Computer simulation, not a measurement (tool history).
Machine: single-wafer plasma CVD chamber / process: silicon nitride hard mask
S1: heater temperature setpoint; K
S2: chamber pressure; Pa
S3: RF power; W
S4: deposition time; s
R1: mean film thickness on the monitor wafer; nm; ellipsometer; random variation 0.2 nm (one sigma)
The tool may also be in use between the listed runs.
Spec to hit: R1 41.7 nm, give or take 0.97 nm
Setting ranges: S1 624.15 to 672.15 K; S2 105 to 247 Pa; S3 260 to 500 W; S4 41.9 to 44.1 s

run,hour,S1,S2,S3,S4,R1
1,0,648.15,176,380,44.1,54.853
2,7.1,648.15,161,350,43.7,48.922
3,13.3,648.15,161,405,43.7,55.81
4,14.5,648.15,161,405,41.9,53.926
5,16.1,653.15,161,405,41.9,53.659
6,17.8,645.15,161,405,41.9,53.645
7,19.4,645.15,147,385,41.9,50.509
8,24.8,645.15,137,365,41.9,46.845
9,28.6,645.15,129,355,41.9,44.607
10,33.4,645.15,123,355,41.9,44.108
11,39.9,645.15,105,330,41.9,39.108
12,45.7,645.15,111,330,41.9,39.87
13,49.7,645.15,115,330,41.9,40.186
14,55.3,645.15,119,330,41.9,40.802

Which of these 4 next moves meets every target?
A,60.9,658.15,105,330,41.9,?
B,60.9,636.15,120,325,43.4,?
C,60.9,642.15,109,325,41.9,?
D,60.9,642.15,153,300,42.3,?

move,R1
A,39.103
B,41.695
C,39.114
D,39.544
A: the biggest miss grows against the last run
B: hits every target within its allowed miss
C: the biggest miss grows against the last run
D: the biggest miss grows against the last run
So the answer is move B, the one that meets all the targets.
